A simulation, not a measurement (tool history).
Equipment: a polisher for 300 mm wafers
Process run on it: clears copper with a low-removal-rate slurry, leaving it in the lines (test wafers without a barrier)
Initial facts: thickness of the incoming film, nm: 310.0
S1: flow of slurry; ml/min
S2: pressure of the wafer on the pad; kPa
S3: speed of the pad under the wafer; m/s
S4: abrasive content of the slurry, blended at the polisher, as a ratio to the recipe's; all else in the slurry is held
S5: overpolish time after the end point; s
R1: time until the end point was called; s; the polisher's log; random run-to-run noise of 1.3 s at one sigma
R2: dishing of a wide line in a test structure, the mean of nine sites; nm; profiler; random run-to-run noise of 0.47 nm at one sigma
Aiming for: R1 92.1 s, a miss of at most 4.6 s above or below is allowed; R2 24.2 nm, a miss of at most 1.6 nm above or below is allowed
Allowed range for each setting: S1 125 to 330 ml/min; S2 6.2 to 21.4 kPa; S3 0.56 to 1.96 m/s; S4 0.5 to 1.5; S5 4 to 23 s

run,hour,S1,S2,S3,S4,S5,R1,R2
1,0,210,13.8,1.26,1,12,129.43,21.163
2,8.7,160,13.8,1.26,1,12,134.03,20.148
3,16.9,160,14.5,1.26,1,12,130.67,21.329
4,23.1,160,12.4,1.26,1,12,144.95,18.652
5,29.6,160,13.1,1.26,1,12,140.83,19.805
6,31,210,13.1,1.26,1,12,137.61,20.223
7,34,210,13.8,1.26,1,12,128.38,20.157
8,40.9,215,14.5,1.26,1,12,123.05,21.547
9,44.8,215,15.2,1.26,1,12,119.58,22.275

Exactly one of the 5 candidate moves below puts every result within its allowed miss. Which one?
A,48.7,270,16.5,1.46,1.05,10,?,?
B,48.7,180,15.2,1.34,1.05,13,?,?
C,48.7,185,11.7,1.22,1.1,16,?,?
D,48.7,205,18.6,1.26,0.9,10,?,?
E,48.7,250,17.2,0.94,0.95,14,?,?

move,R1,R2
A,93.634,23.792
B,114.88,24.977
C,150.46,23.472
D,104.47,21.639
E,142.4,22.124
A: all results in spec
B: closer than the last run, but not yet in spec
C: misses by more than the last run did
D: closer than the last run, but not yet in spec
E: misses by more than the last run did
Go with A: it meets all targets.
